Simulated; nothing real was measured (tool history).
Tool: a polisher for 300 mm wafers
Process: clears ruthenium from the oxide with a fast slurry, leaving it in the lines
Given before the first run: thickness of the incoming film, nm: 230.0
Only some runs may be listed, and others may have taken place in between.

run,hour,flow of slurry (ml/min),pressure of the wafer on the pad (kPa),speed of the pad under the wafer (m/s),abrasive content of the slurry,overpolish time after the end point (s),time until the end point was called (s),dishing of a wide line in a test structure (angstrom)
1,0,235,20.7,0.8,1,18,57.654,504.48
2,2.4,290,20.7,0.8,1,18,58.606,505.67
3,9.8,235,20.7,0.8,1,18,58.532,508.24
4,11.7,245,19.3,0.8,1,15,63.79,429.13
5,19.8,210,19.3,0.8,1,15,64.262,408.86
6,22.7,205,18.6,0.8,1,13,66.986,360.26

Forecast run 7:
7,30.1,205,17.9,0.8,1,12,?,?

time until the end point was called (s): 67.01
dishing of a wide line in a test structure (angstrom): 334.44
